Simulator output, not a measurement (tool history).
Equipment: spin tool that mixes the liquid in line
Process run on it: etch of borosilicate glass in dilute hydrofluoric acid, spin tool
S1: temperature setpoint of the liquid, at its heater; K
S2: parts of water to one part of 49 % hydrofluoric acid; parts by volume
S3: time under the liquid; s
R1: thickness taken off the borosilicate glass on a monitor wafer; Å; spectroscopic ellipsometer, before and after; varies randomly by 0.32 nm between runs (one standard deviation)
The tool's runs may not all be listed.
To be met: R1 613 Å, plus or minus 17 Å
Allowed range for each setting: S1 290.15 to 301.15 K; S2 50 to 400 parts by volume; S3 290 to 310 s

{"run": 1, "hour": 0.0, "S1": 293.15, "S2": 225, "S3": 290, "R1": 299.85}
{"run": 2, "hour": 0.6, "S1": 294.65, "S2": 225, "S3": 290, "R1": 314.49}
{"run": 3, "hour": 7.4, "S1": 295.15, "S2": 215, "S3": 290, "R1": 340.82}
{"run": 4, "hour": 14.1, "S1": 295.15, "S2": 215, "S3": 310, "R1": 368.64}
{"run": 5, "hour": 17.7, "S1": 295.15, "S2": 215, "S3": 290, "R1": 344.44}
{"run": 6, "hour": 23.3, "S1": 295.65, "S2": 210, "S3": 290, "R1": 359.47}
{"run": 7, "hour": 25.1, "S1": 296.15, "S2": 205, "S3": 290, "R1": 376.78}
{"run": 8, "hour": 32.7, "S1": 300.15, "S2": 135, "S3": 290, "R1": 724.56}
{"run": 9, "hour": 34.5, "S1": 299.65, "S2": 135, "S3": 290, "R1": 704.35}

Below are 4 possible settings for the next run. Only one of them brings all results inside the allowed miss of their targets. Which is it?
{"run": "A", "hour": 36.3, "S1": 300.65, "S2": 125, "S3": 310, "R1": "?"}
{"run": "B", "hour": 36.3, "S1": 299.65, "S2": 130, "S3": 305, "R1": "?"}
{"run": "C", "hour": 36.3, "S1": 296.65, "S2": 145, "S3": 310, "R1": "?"}
{"run": "D", "hour": 36.3, "S1": 300.15, "S2": 125, "S3": 310, "R1": "?"}

move=A R1=863.3
move=B R1=781.52
move=C R1=623.83
move=D R1=847.17
A: the biggest miss grows against the last run
B: the biggest miss grows against the last run
C: meets every target
D: the biggest miss grows against the last run
Correct choice: C, which meets every target

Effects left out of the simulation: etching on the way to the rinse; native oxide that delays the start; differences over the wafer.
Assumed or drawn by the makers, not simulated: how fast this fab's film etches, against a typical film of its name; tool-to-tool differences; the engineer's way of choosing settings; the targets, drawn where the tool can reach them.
